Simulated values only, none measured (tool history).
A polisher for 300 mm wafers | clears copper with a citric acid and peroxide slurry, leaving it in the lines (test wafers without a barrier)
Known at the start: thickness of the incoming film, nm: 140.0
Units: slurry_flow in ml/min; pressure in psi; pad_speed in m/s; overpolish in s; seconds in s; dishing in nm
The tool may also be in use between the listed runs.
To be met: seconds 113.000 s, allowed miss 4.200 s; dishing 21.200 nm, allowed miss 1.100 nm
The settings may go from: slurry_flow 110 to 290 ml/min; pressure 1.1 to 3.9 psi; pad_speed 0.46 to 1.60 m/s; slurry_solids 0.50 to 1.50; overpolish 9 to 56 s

run 1 hour=0.0 | slurry_flow=185 pressure=2.5 pad_speed=1.02 slurry_solids=1.00 overpolish=29 | seconds=68.188 dishing=38.688
run 2 hour=8.7 | slurry_flow=185 pressure=2.3 pad_speed=1.02 slurry_solids=1.00 overpolish=28 | seconds=72.139 dishing=35.076
run 3 hour=16.2 | slurry_flow=185 pressure=2.3 pad_speed=0.82 slurry_solids=1.00 overpolish=28 | seconds=89.374 dishing=28.888
run 4 hour=22.2 | slurry_flow=140 pressure=2.3 pad_speed=0.82 slurry_solids=1.00 overpolish=28 | seconds=91.820 dishing=29.368
run 5 hour=25.2 | slurry_flow=140 pressure=2.2 pad_speed=0.82 slurry_solids=1.00 overpolish=27 | seconds=94.955 dishing=27.298
-- hour=32.8 head pressure recalibrated
run 6 hour=32.8 | slurry_flow=140 pressure=2.1 pad_speed=0.82 slurry_solids=1.00 overpolish=27 | seconds=107.410 dishing=24.882
run 7 hour=34.4 | slurry_flow=140 pressure=2.1 pad_speed=0.82 slurry_solids=1.00 overpolish=26 | seconds=103.880 dishing=24.136
run 8 hour=36.5 | slurry_flow=135 pressure=1.8 pad_speed=0.82 slurry_solids=1.00 overpolish=24 | seconds=119.430 dishing=19.639

4 next moves are on the table. One of them brings every result within its allowed miss. Which?
run A hour=38.6 | slurry_flow=125 pressure=2.1 pad_speed=0.78 slurry_solids=0.95 overpolish=24 | seconds=? dishing=?
run B hour=38.6 | slurry_flow=130 pressure=1.5 pad_speed=0.84 slurry_solids=1.00 overpolish=29 | seconds=? dishing=?
run C hour=38.6 | slurry_flow=135 pressure=1.6 pad_speed=0.84 slurry_solids=1.05 overpolish=29 | seconds=? dishing=?
run D hour=38.6 | slurry_flow=110 pressure=1.5 pad_speed=1.02 slurry_solids=0.90 overpolish=21 | seconds=? dishing=?

move=A seconds=116.020 dishing=20.522
move=B seconds=135.260 dishing=20.959
move=C seconds=127.110 dishing=22.200
move=D seconds=118.030 dishing=17.708
A: meets every target
B: further off than the last run
C: further off than the last run
D: further off than the last run
Move A is the one to make.
